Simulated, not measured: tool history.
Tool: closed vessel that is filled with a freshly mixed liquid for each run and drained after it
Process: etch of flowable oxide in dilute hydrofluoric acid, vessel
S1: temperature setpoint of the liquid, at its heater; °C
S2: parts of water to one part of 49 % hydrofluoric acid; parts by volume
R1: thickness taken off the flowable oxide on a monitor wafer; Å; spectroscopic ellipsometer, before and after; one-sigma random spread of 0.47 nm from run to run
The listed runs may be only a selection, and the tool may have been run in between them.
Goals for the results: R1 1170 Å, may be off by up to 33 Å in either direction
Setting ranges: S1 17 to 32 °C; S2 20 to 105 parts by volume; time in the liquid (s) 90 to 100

{"run": 1, "hour": 0.0, "S1": 24, "S2": 55, "time in the liquid (s)": 90, "R1": 677.48}
{"run": 2, "hour": 4.7, "S1": 24, "S2": 55, "time in the liquid (s)": 90, "R1": 682.45}
{"run": 3, "hour": 8.0, "S1": 21.5, "S2": 55, "time in the liquid (s)": 90, "R1": 613.75}
{"run": 4, "hour": 9.4, "S1": 21.5, "S2": 75, "time in the liquid (s)": 90, "R1": 440.83}
{"run": 5, "hour": 12.3, "S1": 18, "S2": 75, "time in the liquid (s)": 90, "R1": 379.17}
{"run": 6, "hour": 14.0, "S1": 20, "S2": 70, "time in the liquid (s)": 90, "R1": 447.16}
{"run": 7, "hour": 21.7, "S1": 21.5, "S2": 65, "time in the liquid (s)": 90, "R1": 513.62}
{"run": 8, "hour": 29.4, "S1": 23, "S2": 60, "time in the liquid (s)": 90, "R1": 593.77}
{"run": 9, "hour": 31.7, "S1": 24, "S2": 55, "time in the liquid (s)": 90, "R1": 680.78}
{"run": 10, "hour": 37.4, "S1": 25, "S2": 55, "time in the liquid (s)": 90, "R1": 713.48}
{"run": 11, "hour": 40.4, "S1": 26, "S2": 55, "time in the liquid (s)": 90, "R1": 735.49}
{"run": 12, "hour": 46.7, "S1": 27, "S2": 55, "time in the liquid (s)": 90, "R1": 767.22}
{"run": 13, "hour": 51.9, "S1": 27.5, "S2": 55, "time in the liquid (s)": 90, "R1": 786.38}
{"run": 14, "hour": 60.4, "S1": 28, "S2": 55, "time in the liquid (s)": 90, "R1": 794.05}
{"run": 15, "hour": 66.0, "S1": 28.5, "S2": 55, "time in the liquid (s)": 90, "R1": 815.94}
{"run": 16, "hour": 73.2, "S1": 29, "S2": 55, "time in the liquid (s)": 90, "R1": 829.95}
{"run": 17, "hour": 73.7, "S1": 29.5, "S2": 55, "time in the liquid (s)": 90, "R1": 844.79}
{"run": 18, "hour": 78.9, "S1": 30, "S2": 55, "time in the liquid (s)": 90, "R1": 858.69}

Below are 5 possible settings for the next run. Only one of them brings all results inside the allowed miss of their targets. Which is it?
{"run": "A", "hour": 84.1, "S1": 32, "S2": 50, "time in the liquid (s)": 90, "R1": "?"}
{"run": "B", "hour": 84.1, "S1": 25, "S2": 50, "time in the liquid (s)": 90, "R1": "?"}
{"run": "C", "hour": 84.1, "S1": 32, "S2": 45, "time in the liquid (s)": 90, "R1": "?"}
{"run": "D", "hour": 84.1, "S1": 31.5, "S2": 40, "time in the liquid (s)": 100, "R1": "?"}
{"run": "E", "hour": 84.1, "S1": 31, "S2": 40, "time in the liquid (s)": 100, "R1": "?"}

move=A R1=1038.1
move=B R1=786.11
move=C R1=1162.8
move=D R1=1437
move=E R1=1409.1
A: closes in on the targets versus the last run, not all within tolerance yet
B: the biggest miss grows against the last run
C: every result within its allowed miss
D: pushes the last run's worst result past its target
E: pushes the last run's worst result past its target
C is the move that brings every result within its allowed miss.
